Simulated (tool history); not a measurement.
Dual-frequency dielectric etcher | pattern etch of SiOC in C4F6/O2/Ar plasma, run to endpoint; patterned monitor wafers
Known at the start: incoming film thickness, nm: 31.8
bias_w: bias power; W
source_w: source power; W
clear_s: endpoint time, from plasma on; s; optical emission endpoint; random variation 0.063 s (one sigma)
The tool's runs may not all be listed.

| run | hour | bias_w | source_w | clear_s |
|---|---|---|---|---|
| 1 | 0.0 | 625 | 470 | 9.6903 |
| 2 | 3.7 | 650 | 480 | 9.5822 |
| 3 | 4.4 | 743 | 480 | 8.8949 |
| 4 | 10.7 | 659 | 480 | 9.4034 |
| 5 | 12.8 | 678 | 480 | 9.3535 |
| 6 | 18.0 | 678 | 440 | 9.7020 |
| 7 | 20.8 | 700 | 450 | 9.6643 |
| 8 | 29.2 | 717 | 460 | 9.2807 |
| 9 | 29.9 | 734 | 460 | 9.1004 |

Run 10 comes next. What will it give?
| 10 | 38.6 | 746 | 460 | ? |

clear_s: 9.1107 s

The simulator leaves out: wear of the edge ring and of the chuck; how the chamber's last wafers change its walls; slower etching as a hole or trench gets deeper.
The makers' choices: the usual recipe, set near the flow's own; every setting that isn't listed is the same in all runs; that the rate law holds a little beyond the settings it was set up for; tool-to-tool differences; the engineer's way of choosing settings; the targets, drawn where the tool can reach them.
